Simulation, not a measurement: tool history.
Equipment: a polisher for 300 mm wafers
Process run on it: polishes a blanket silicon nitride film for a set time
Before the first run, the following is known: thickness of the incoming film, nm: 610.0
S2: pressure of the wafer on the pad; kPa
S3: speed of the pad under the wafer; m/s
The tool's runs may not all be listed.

{"run": 1, "hour": 0.0, "flow of slurry (ml/min)": 300, "S2": 26.2, "S3": 1.02, "polishing time (s)": 53, "film removed (nm)": 82.125}
{"run": 2, "hour": 3.9, "flow of slurry (ml/min)": 300, "S2": 23.4, "S3": 1.02, "polishing time (s)": 53, "film removed (nm)": 74.146}
{"run": 3, "hour": 5.0, "flow of slurry (ml/min)": 300, "S2": 29.0, "S3": 1.02, "polishing time (s)": 53, "film removed (nm)": 89.382}
{"run": 4, "hour": 7.2, "flow of slurry (ml/min)": 300, "S2": 25.5, "S3": 1.0, "polishing time (s)": 53, "film removed (nm)": 78.982}
{"run": 5, "hour": 11.8, "flow of slurry (ml/min)": 300, "S2": 25.5, "S3": 0.88, "polishing time (s)": 53, "film removed (nm)": 73.585}
{"run": 6, "hour": 19.4, "flow of slurry (ml/min)": 300, "S2": 25.5, "S3": 0.64, "polishing time (s)": 53, "film removed (nm)": 63.132}
{"run": 7, "hour": 28.0, "flow of slurry (ml/min)": 300, "S2": 24.1, "S3": 0.64, "polishing time (s)": 53, "film removed (nm)": 59.916}
{"run": 8, "hour": 29.4, "flow of slurry (ml/min)": 300, "S2": 22.8, "S3": 0.64, "polishing time (s)": 53, "film removed (nm)": 56.414}
{"run": 9, "hour": 32.5, "flow of slurry (ml/min)": 300, "S2": 22.1, "S3": 0.64, "polishing time (s)": 53, "film removed (nm)": 55.221}
{"run": 10, "hour": 37.7, "flow of slurry (ml/min)": 300, "S2": 21.4, "S3": 0.64, "polishing time (s)": 53, "film removed (nm)": 53.522}
{"run": 11, "hour": 41.2, "flow of slurry (ml/min)": 295, "S2": 17.2, "S3": 0.64, "polishing time (s)": 53, "film removed (nm)": 43.988}

Expected results for the next run?
{"run": 12, "hour": 42.9, "flow of slurry (ml/min)": 300, "S2": 17.2, "S3": 0.64, "polishing time (s)": 53, "film removed (nm)": "?"}

{"run 12": {"film removed (nm)": 44.33}}
